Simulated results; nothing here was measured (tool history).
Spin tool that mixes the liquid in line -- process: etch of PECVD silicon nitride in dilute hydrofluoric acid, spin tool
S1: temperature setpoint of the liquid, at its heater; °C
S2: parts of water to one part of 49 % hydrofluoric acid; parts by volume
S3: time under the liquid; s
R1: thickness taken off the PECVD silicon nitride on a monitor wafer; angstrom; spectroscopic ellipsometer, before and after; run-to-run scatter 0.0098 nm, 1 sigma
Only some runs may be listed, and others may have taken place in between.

Run 1, hour 0: S1 20 °C, S2 275 parts by volume, S3 50 s. Result: R1 3.1096 angstrom.
Run 2, hour 4.7: S1 21.5 °C, S2 270 parts by volume, S3 50 s. Result: R1 3.4436 angstrom.
Run 3, hour 8.6: S1 23.5 °C, S2 270 parts by volume, S3 50 s. Result: R1 3.8256 angstrom.
Run 4, hour 13.7: S1 24 °C, S2 260 parts by volume, S3 50 s. Result: R1 4.17 angstrom.
Run 5, hour 20.7: S1 24.5 °C, S2 255 parts by volume, S3 50 s. Result: R1 4.3294 angstrom.
Run 6, hour 21.7: S1 24.5 °C, S2 160 parts by volume, S3 50 s. Result: R1 6.8426 angstrom.
Run 7, hour 25.5: S1 24 °C, S2 160 parts by volume, S3 50 s. Result: R1 6.4233 angstrom.
Run 8, hour 27.6: S1 23.5 °C, S2 160 parts by volume, S3 50 s. Result: R1 6.459 angstrom.
Run 9, hour 31: S1 23 °C, S2 160 parts by volume, S3 50 s. Result: R1 6.3126 angstrom.

What will run 10 give?
Run 10, hour 36.9: S1 22.5 °C, S2 160 parts by volume, S3 50 s. Result: R1 ?.

{"run 10": {"R1": 6.0302}}
